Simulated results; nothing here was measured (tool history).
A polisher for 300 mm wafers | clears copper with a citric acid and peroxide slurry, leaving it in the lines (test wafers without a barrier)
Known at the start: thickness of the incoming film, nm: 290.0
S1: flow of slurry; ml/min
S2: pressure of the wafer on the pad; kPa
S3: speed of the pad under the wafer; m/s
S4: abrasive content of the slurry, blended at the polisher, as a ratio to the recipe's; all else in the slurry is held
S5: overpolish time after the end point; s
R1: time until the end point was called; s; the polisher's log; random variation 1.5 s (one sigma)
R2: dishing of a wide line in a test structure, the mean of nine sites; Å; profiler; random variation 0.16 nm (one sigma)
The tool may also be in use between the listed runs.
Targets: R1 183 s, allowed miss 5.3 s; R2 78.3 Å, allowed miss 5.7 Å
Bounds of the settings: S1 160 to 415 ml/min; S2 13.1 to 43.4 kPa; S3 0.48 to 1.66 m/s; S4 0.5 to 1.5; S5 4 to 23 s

run 1 hour=0 | S1=265 S2=28.3 S3=1.06 S4=1 S5=12 | R1=97.447 R2=269.86
run 2 hour=4.2 | S1=265 S2=24.8 S3=1.02 S4=1 S5=10 | R1=112.44 R2=200.68
run 3 hour=8.2 | S1=265 S2=24.8 S3=0.84 S4=1 S5=10 | R1=132.19 R2=174.5
run 4 hour=16.3 | S1=210 S2=24.8 S3=0.84 S4=1 S5=10 | R1=136.88 R2=171.67
run 5 hour=17.4 | S1=210 S2=24.8 S3=0.84 S4=0.9 S5=10 | R1=137 R2=171.39
run 6 hour=23.4 | S1=225 S2=22.1 S3=0.84 S4=0.9 S5=8 | R1=150.62 R2=124.66
run 7 hour=31.1 | S1=230 S2=15.2 S3=0.84 S4=0.9 S5=5 | R1=205.73 R2=58.054
run 8 hour=36.1 | S1=230 S2=15.9 S3=0.84 S4=0.9 S5=5 | R1=196.72 R2=61.024
run 9 hour=40.1 | S1=235 S2=16.5 S3=0.84 S4=0.9 S5=5 | R1=191.47 R2=61.174
run 10 hour=48.1 | S1=235 S2=17.2 S3=0.84 S4=0.9 S5=5 | R1=184.81 R2=65.962

Which of these 4 next moves meets every target?
run A hour=56.1 | S1=265 S2=29 S3=0.5 S4=1.1 S5=7 | R1=? R2=?
run B hour=56.1 | S1=200 S2=17.2 S3=0.82 S4=1.05 S5=7 | R1=? R2=?
run C hour=56.1 | S1=305 S2=19.3 S3=0.76 S4=0.8 S5=6 | R1=? R2=?
run D hour=56.1 | S1=230 S2=16.5 S3=0.86 S4=0.9 S5=4 | R1=? R2=?

move=A R1=177.22 R2=92.737
move=B R1=184.5 R2=88.839
move=C R1=181.03 R2=77.963
move=D R1=184.76 R2=51.337
A: takes the result that was furthest off past its target
B: takes the result that was furthest off past its target
C: meets every target
D: further off than the last run
The right move is C.
